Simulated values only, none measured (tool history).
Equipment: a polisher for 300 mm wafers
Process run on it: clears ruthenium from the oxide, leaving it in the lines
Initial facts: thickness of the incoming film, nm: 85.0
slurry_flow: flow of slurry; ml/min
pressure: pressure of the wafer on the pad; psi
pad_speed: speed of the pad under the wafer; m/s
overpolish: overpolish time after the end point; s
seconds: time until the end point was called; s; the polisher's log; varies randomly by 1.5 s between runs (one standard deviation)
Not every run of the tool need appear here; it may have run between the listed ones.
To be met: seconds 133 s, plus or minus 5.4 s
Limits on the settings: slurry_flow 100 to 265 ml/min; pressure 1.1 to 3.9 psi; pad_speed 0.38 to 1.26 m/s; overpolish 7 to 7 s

{"run": 1, "hour": 0.0, "slurry_flow": 170, "pressure": 2.5, "pad_speed": 0.82, "overpolish": 7, "seconds": 81.026}
{"run": 2, "hour": 8.3, "slurry_flow": 170, "pressure": 2.5, "pad_speed": 0.64, "overpolish": 7, "seconds": 103.2}
{"run": 3, "hour": 15.1, "slurry_flow": 170, "pressure": 3, "pad_speed": 0.64, "overpolish": 7, "seconds": 85.595}
{"run": 4, "hour": 19.1, "slurry_flow": 170, "pressure": 2.4, "pad_speed": 0.64, "overpolish": 7, "seconds": 106.32}
{"run": 5, "hour": 24.8, "slurry_flow": 170, "pressure": 2.3, "pad_speed": 0.64, "overpolish": 7, "seconds": 111.67}
{"run": 6, "hour": 30.2, "slurry_flow": 170, "pressure": 2.3, "pad_speed": 0.64, "overpolish": 7, "seconds": 110.08}
{"run": 7, "hour": 32.3, "slurry_flow": 170, "pressure": 2.2, "pad_speed": 0.64, "overpolish": 7, "seconds": 112.07}
{"run": 8, "hour": 40.0, "slurry_flow": 160, "pressure": 1.7, "pad_speed": 0.64, "overpolish": 7, "seconds": 147.67}

Below are 4 possible settings for the next run. Only one of them brings all results inside the allowed miss of their targets. Which is it?
{"run": "A", "hour": 47.7, "slurry_flow": 160, "pressure": 1.8, "pad_speed": 0.58, "overpolish": 7, "seconds": "?"}
{"run": "B", "hour": 47.7, "slurry_flow": 215, "pressure": 1.9, "pad_speed": 0.66, "overpolish": 7, "seconds": "?"}
{"run": "C", "hour": 47.7, "slurry_flow": 170, "pressure": 1.9, "pad_speed": 0.64, "overpolish": 7, "seconds": "?"}
{"run": "D", "hour": 47.7, "slurry_flow": 150, "pressure": 2, "pad_speed": 0.54, "overpolish": 7, "seconds": "?"}

move=A seconds=152.11
move=B seconds=122.47
move=C seconds=130.62
move=D seconds=150.32
A: its largest miss is bigger than the last run's
B: takes the biggest miss from the last run beyond its target
C: every result lands within tolerance
D: its largest miss is bigger than the last run's
So the answer is move C, the one that meets all the targets.

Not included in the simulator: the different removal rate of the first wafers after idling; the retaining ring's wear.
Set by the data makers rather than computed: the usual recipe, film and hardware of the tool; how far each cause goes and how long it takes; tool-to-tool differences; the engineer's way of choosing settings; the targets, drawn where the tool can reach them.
